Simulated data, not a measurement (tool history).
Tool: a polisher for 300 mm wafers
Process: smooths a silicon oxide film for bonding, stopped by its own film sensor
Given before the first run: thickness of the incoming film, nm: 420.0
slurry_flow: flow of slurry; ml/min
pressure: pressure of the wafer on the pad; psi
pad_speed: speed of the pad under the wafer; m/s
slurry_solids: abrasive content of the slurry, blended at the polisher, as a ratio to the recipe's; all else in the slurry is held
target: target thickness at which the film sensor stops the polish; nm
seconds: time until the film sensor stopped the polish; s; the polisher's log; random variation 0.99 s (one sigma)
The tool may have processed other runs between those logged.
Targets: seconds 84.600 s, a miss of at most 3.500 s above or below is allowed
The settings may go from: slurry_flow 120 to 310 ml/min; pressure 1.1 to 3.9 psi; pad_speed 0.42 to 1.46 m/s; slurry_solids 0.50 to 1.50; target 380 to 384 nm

run	hour	slurry_flow	pressure	pad_speed	slurry_solids	target	seconds
1	0.0	200	2.5	0.94	1.00	380	45.181
2	6.9	200	2.1	0.92	1.00	380	51.905
3	10.5	200	2.1	0.92	1.00	384	46.494
4	17.8	200	1.7	0.92	1.00	384	52.216
5	21.8	200	1.7	0.92	1.20	384	49.374
6	25.2	175	1.7	0.92	1.20	384	51.011
7	32.7	170	1.5	0.82	1.20	384	60.463
8	36.2	165	1.4	0.76	1.20	384	66.930
9	40.7	160	1.1	0.62	1.20	384	90.236

Exercise: of the 5 proposed moves below, exactly one satisfies all targets within the stated allowed misses. Which move is it?
A	45.2	155	1.4	0.48	1.45	380	?
B	45.2	125	1.2	0.72	0.90	380	?
C	45.2	170	1.3	0.50	1.20	383	?
D	45.2	170	1.1	0.72	1.20	382	?
E	45.2	150	1.3	0.58	0.95	383	?

move	seconds
A	102.310
B	98.602
C	99.799
D	83.497
E	98.146
A: lands further from the targets than the last run did
B: lands further from the targets than the last run did
C: lands further from the targets than the last run did
D: in spec on every target
E: lands further from the targets than the last run did
Go with D: it meets all targets.
